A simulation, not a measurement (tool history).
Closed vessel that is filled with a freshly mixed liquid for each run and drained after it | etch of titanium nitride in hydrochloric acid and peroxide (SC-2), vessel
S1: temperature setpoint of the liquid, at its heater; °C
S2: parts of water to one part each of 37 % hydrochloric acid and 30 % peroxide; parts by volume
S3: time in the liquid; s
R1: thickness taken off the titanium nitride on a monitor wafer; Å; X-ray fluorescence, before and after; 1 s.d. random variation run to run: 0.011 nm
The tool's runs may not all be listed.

{"run": 1, "hour": 0.0, "S1": 53.0, "S2": 8.5, "S3": 170, "R1": 33.975}
{"run": 2, "hour": 7.4, "S1": 51.5, "S2": 8.5, "S3": 170, "R1": 30.656}
{"run": 3, "hour": 10.1, "S1": 50.5, "S2": 8.5, "S3": 170, "R1": 28.877}
{"run": 4, "hour": 13.8, "S1": 50.5, "S2": 6.5, "S3": 170, "R1": 35.416}
{"run": 5, "hour": 19.8, "S1": 49.0, "S2": 6.5, "S3": 170, "R1": 32.273}
{"run": 6, "hour": 22.1, "S1": 55.0, "S2": 6.5, "S3": 170, "R1": 47.847}
{"run": 7, "hour": 27.0, "S1": 52.5, "S2": 6.5, "S3": 170, "R1": 40.223}

The next listed run, before its measurement:
{"run": 8, "hour": 36.1, "S1": 50.5, "S2": 6.5, "S3": 170, "R1": "?"}

Logged for run 8: R1 35.457 Å.

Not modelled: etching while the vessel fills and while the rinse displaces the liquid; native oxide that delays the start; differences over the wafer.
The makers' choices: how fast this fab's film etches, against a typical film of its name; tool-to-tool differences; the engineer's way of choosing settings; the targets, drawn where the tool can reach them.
